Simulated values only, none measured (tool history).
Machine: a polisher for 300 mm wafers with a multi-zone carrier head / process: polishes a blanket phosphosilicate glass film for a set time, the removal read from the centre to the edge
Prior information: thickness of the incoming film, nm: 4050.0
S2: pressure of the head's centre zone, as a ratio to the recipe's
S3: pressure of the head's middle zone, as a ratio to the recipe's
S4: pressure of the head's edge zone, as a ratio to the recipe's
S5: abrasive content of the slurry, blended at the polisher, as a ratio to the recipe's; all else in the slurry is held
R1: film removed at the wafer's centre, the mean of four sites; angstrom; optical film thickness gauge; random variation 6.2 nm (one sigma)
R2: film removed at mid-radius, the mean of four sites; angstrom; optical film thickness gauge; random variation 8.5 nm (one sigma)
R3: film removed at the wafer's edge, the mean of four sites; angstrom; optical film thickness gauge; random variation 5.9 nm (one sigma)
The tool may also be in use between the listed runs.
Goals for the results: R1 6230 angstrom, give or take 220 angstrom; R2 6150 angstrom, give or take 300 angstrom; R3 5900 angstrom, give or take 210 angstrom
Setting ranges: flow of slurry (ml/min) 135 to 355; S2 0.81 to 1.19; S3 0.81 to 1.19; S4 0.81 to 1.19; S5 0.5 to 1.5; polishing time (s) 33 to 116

{"run": 1, "hour": 0.0, "flow of slurry (ml/min)": 225, "S2": 1, "S3": 1, "S4": 1, "S5": 1, "polishing time (s)": 74, "R1": 7251.6, "R2": 7362.6, "R3": 7436.7}
{"run": 2, "hour": 6.5, "flow of slurry (ml/min)": 225, "S2": 1, "S3": 1, "S4": 1.07, "S5": 1, "polishing time (s)": 74, "R1": 7298.4, "R2": 7251.1, "R3": 7686.3}
{"run": 3, "hour": 12.7, "flow of slurry (ml/min)": 225, "S2": 1, "S3": 1, "S4": 1.07, "S5": 1, "polishing time (s)": 57, "R1": 5585.9, "R2": 5584.8, "R3": 6003.1}
{"run": 4, "hour": 20.9, "flow of slurry (ml/min)": 225, "S2": 1, "S3": 1, "S4": 1.07, "S5": 1, "polishing time (s)": 45, "R1": 4384, "R2": 4484.3, "R3": 4732.7}
{"run": 5, "hour": 29.7, "flow of slurry (ml/min)": 265, "S2": 1, "S3": 1, "S4": 1.07, "S5": 1, "polishing time (s)": 45, "R1": 4583.7, "R2": 4625.6, "R3": 4828}
{"run": 6, "hour": 35.0, "flow of slurry (ml/min)": 265, "S2": 1.03, "S3": 1.03, "S4": 1.08, "S5": 1.1, "polishing time (s)": 45, "R1": 4885.7, "R2": 4957.8, "R3": 5110.7}
{"run": 7, "hour": 40.8, "flow of slurry (ml/min)": 270, "S2": 1.07, "S3": 1.06, "S4": 1.09, "S5": 1.15, "polishing time (s)": 45, "R1": 5172.7, "R2": 5239.1, "R3": 5263.8}
{"run": 8, "hour": 44.5, "flow of slurry (ml/min)": 275, "S2": 1.1, "S3": 1.08, "S4": 1.1, "S5": 1.2, "polishing time (s)": 45, "R1": 5435.5, "R2": 5280.6, "R3": 5373.1}
{"run": 9, "hour": 46.7, "flow of slurry (ml/min)": 280, "S2": 1.11, "S3": 1.1, "S4": 1.1, "S5": 1.25, "polishing time (s)": 45, "R1": 5634.6, "R2": 5562.2, "R3": 5419.1}

Of the 4 settings listed for the next run, only one would bring every result within its allowed miss of target. Which one?
{"run": "A", "hour": 48.9, "flow of slurry (ml/min)": 290, "S2": 1.09, "S3": 1.11, "S4": 1.16, "S5": 1.25, "polishing time (s)": 51, "R1": "?", "R2": "?", "R3": "?"}
{"run": "B", "hour": 48.9, "flow of slurry (ml/min)": 335, "S2": 1.08, "S3": 1.06, "S4": 1.01, "S5": 0.95, "polishing time (s)": 58, "R1": "?", "R2": "?", "R3": "?"}
{"run": "C", "hour": 48.9, "flow of slurry (ml/min)": 285, "S2": 1.19, "S3": 1.05, "S4": 1.01, "S5": 1.2, "polishing time (s)": 46, "R1": "?", "R2": "?", "R3": "?"}
{"run": "D", "hour": 48.9, "flow of slurry (ml/min)": 300, "S2": 1.06, "S3": 0.87, "S4": 1.19, "S5": 1.2, "polishing time (s)": 48, "R1": "?", "R2": "?", "R3": "?"}

move=A R1=6296.9 R2=6308.7 R3=6368.9
move=B R1=6234.9 R2=6057.1 R3=5933.3
move=C R1=6073.3 R2=5313.3 R3=5268.6
move=D R1=5663.4 R2=4760.8 R3=5990.4
A: meets the target for the result that was furthest off, but another lies outside its allowed miss
B: all results in spec
C: meets the target for the result that was furthest off, but another lies outside its allowed miss
D: misses by more than the last run did
Correct choice: B, which meets every target

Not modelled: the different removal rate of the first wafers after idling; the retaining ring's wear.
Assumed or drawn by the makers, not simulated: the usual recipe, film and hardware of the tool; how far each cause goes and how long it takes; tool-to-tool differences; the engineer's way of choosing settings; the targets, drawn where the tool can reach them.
